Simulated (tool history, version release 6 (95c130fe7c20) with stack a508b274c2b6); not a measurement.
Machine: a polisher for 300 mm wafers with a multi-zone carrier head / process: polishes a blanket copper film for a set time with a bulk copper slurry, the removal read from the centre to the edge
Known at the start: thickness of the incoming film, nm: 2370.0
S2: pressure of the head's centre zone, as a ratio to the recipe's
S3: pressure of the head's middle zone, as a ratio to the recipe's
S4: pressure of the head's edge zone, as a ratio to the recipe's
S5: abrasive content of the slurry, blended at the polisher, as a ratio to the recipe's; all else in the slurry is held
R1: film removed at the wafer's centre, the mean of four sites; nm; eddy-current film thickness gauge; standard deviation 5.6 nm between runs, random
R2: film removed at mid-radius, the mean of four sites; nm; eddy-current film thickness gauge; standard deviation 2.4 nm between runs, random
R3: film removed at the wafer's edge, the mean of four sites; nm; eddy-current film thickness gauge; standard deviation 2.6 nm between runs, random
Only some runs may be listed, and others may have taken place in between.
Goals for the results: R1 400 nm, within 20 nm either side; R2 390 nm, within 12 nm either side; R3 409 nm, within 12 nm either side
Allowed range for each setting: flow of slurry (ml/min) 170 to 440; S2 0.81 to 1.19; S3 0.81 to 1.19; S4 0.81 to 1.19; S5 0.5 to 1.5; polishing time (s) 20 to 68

{"run": 1, "hour": 0.0, "flow of slurry (ml/min)": 280, "S2": 1, "S3": 1, "S4": 1, "S5": 1, "polishing time (s)": 44, "R1": 362.34, "R2": 356.55, "R3": 352.12}
{"run": 2, "hour": 4.3, "flow of slurry (ml/min)": 285, "S2": 1.01, "S3": 1.01, "S4": 1.04, "S5": 1.05, "polishing time (s)": 44, "R1": 364.53, "R2": 365.69, "R3": 369.87}
{"run": 3, "hour": 12.3, "flow of slurry (ml/min)": 285, "S2": 1.01, "S3": 1.1, "S4": 1.04, "S5": 1.05, "polishing time (s)": 44, "R1": 361.41, "R2": 388.83, "R3": 370.09}
{"run": 4, "hour": 18.3, "flow of slurry (ml/min)": 285, "S2": 1.01, "S3": 1.1, "S4": 1.04, "S5": 1.05, "polishing time (s)": 50, "R1": 419.24, "R2": 440.27, "R3": 422.3}
{"run": 5, "hour": 20.5, "flow of slurry (ml/min)": 275, "S2": 1.01, "S3": 1.07, "S4": 1.04, "S5": 1.05, "polishing time (s)": 50, "R1": 408.72, "R2": 427.78, "R3": 419.81}
{"run": 6, "hour": 28.8, "flow of slurry (ml/min)": 210, "S2": 1.01, "S3": 1.07, "S4": 1.04, "S5": 1.05, "polishing time (s)": 50, "R1": 398.31, "R2": 415.99, "R3": 399.95}
{"run": 7, "hour": 31.2, "flow of slurry (ml/min)": 210, "S2": 1.01, "S3": 1.05, "S4": 1.05, "S5": 1.05, "polishing time (s)": 50, "R1": 396.02, "R2": 411.29, "R3": 403.95}
{"run": 8, "hour": 39.9, "flow of slurry (ml/min)": 210, "S2": 1.01, "S3": 1.03, "S4": 1.06, "S5": 1.05, "polishing time (s)": 50, "R1": 394.64, "R2": 407.83, "R3": 407.8}

Which single option among these 4 for the next run brings every result within its allowed miss of target? Just one does.
{"run": "A", "hour": 48.6, "flow of slurry (ml/min)": 255, "S2": 0.94, "S3": 1.06, "S4": 1, "S5": 1.45, "polishing time (s)": 47, "R1": "?", "R2": "?", "R3": "?"}
{"run": "B", "hour": 48.6, "flow of slurry (ml/min)": 250, "S2": 1.06, "S3": 1, "S4": 1.09, "S5": 1, "polishing time (s)": 49, "R1": "?", "R2": "?", "R3": "?"}
{"run": "C", "hour": 48.6, "flow of slurry (ml/min)": 180, "S2": 0.96, "S3": 1.11, "S4": 0.98, "S5": 0.8, "polishing time (s)": 58, "R1": "?", "R2": "?", "R3": "?"}
{"run": "D", "hour": 48.6, "flow of slurry (ml/min)": 185, "S2": 1.09, "S3": 1.08, "S4": 1.02, "S5": 1.05, "polishing time (s)": 51, "R1": "?", "R2": "?", "R3": "?"}

move=A R1=388.22 R2=433.23 R3=416.21
move=B R1=397.19 R2=394.57 R3=413.35
move=C R1=397.64 R2=456.99 R3=425.32
move=D R1=404.18 R2=420.86 R3=407.25
A: its largest miss is bigger than the last run's
B: all results land within tolerance of their targets
C: its largest miss is bigger than the last run's
D: its largest miss is bigger than the last run's
Answer: B

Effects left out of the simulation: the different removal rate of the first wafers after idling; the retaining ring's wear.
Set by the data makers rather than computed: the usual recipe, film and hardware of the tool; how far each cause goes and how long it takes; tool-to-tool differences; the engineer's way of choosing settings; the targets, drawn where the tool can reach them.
